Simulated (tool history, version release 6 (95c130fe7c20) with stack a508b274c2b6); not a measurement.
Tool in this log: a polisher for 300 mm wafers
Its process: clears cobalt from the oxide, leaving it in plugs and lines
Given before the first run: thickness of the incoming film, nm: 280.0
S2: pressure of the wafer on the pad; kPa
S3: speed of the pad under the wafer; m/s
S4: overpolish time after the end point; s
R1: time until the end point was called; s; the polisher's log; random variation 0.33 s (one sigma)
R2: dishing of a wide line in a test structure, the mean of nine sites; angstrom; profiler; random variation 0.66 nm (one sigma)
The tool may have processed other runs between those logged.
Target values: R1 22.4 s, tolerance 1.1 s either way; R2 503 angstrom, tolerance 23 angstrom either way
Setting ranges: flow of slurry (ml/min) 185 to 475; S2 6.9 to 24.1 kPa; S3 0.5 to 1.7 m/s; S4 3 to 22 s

{"run": 1, "hour": 0.0, "flow of slurry (ml/min)": 305, "S2": 15.2, "S3": 1.1, "S4": 11, "R1": 42.33, "R2": 474.29}
{"run": 2, "hour": 8.3, "flow of slurry (ml/min)": 305, "S2": 15.2, "S3": 1.1, "S4": 16, "R1": 40.372, "R2": 550.37}
{"run": 3, "hour": 14.7, "flow of slurry (ml/min)": 305, "S2": 16.5, "S3": 1.12, "S4": 14, "R1": 37.621, "R2": 531.47}
{"run": 4, "hour": 19.5, "flow of slurry (ml/min)": 305, "S2": 20, "S3": 1.12, "S4": 14, "R1": 31.509, "R2": 570.75}
{"run": 5, "hour": 22.0, "flow of slurry (ml/min)": 305, "S2": 22.8, "S3": 1.12, "S4": 14, "R1": 28.318, "R2": 586.8}
{"run": 6, "hour": 25.0, "flow of slurry (ml/min)": 380, "S2": 22.8, "S3": 1.12, "S4": 14, "R1": 28.022, "R2": 578.05}
{"run": 7, "hour": 27.3, "flow of slurry (ml/min)": 380, "S2": 22.8, "S3": 1.16, "S4": 13, "R1": 26.835, "R2": 580.89}
{"run": 8, "hour": 32.5, "flow of slurry (ml/min)": 380, "S2": 22.8, "S3": 1.18, "S4": 12, "R1": 26.246, "R2": 569.56}
{"run": 9, "hour": 37.1, "flow of slurry (ml/min)": 380, "S2": 22.8, "S3": 1.2, "S4": 11, "R1": 25.904, "R2": 556.97}
{"run": 10, "hour": 44.8, "flow of slurry (ml/min)": 380, "S2": 22.8, "S3": 1.22, "S4": 10, "R1": 25.123, "R2": 537.87}
{"run": 11, "hour": 51.8, "flow of slurry (ml/min)": 380, "S2": 22.8, "S3": 1.22, "S4": 9, "R1": 25.393, "R2": 534.47}
{"run": 12, "hour": 59.8, "flow of slurry (ml/min)": 380, "S2": 22.8, "S3": 1.22, "S4": 8, "R1": 26.098, "R2": 505.5}
{"run": 13, "hour": 67.5, "flow of slurry (ml/min)": 380, "S2": 22.8, "S3": 1.24, "S4": 8, "R1": 24.666, "R2": 509.72}
{"run": 14, "hour": 71.6, "flow of slurry (ml/min)": 380, "S2": 23.4, "S3": 1.26, "S4": 7, "R1": 23.441, "R2": 484.99}
{"run": 15, "hour": 78.6, "flow of slurry (ml/min)": 380, "S2": 23.4, "S3": 1.28, "S4": 7, "R1": 23.436, "R2": 491.56}

Of the 5 settings listed for the next run, only one would bring every result within its allowed miss of target. Which one?
{"run": "A", "hour": 85.6, "flow of slurry (ml/min)": 300, "S2": 24.1, "S3": 1.46, "S4": 7, "R1": "?", "R2": "?"}
{"run": "B", "hour": 85.6, "flow of slurry (ml/min)": 340, "S2": 23.4, "S3": 1.36, "S4": 7, "R1": "?", "R2": "?"}
{"run": "C", "hour": 85.6, "flow of slurry (ml/min)": 305, "S2": 23.4, "S3": 1.22, "S4": 8, "R1": "?", "R2": "?"}
{"run": "D", "hour": 85.6, "flow of slurry (ml/min)": 390, "S2": 24.1, "S3": 1.14, "S4": 7, "R1": "?", "R2": "?"}
{"run": "E", "hour": 85.6, "flow of slurry (ml/min)": 360, "S2": 22.8, "S3": 1.26, "S4": 9, "R1": "?", "R2": "?"}

move=A R1=20.592 R2=531.25
move=B R1=22.454 R2=513.03
move=C R1=25.186 R2=517.33
move=D R1=25.673 R2=483.18
move=E R1=24.78 R2=545.12
A: takes the result that was furthest off past its target
B: all results land within tolerance of their targets
C: moves away from the targets compared with the last run
D: moves away from the targets compared with the last run
E: moves away from the targets compared with the last run
Correct choice: B, which meets every target
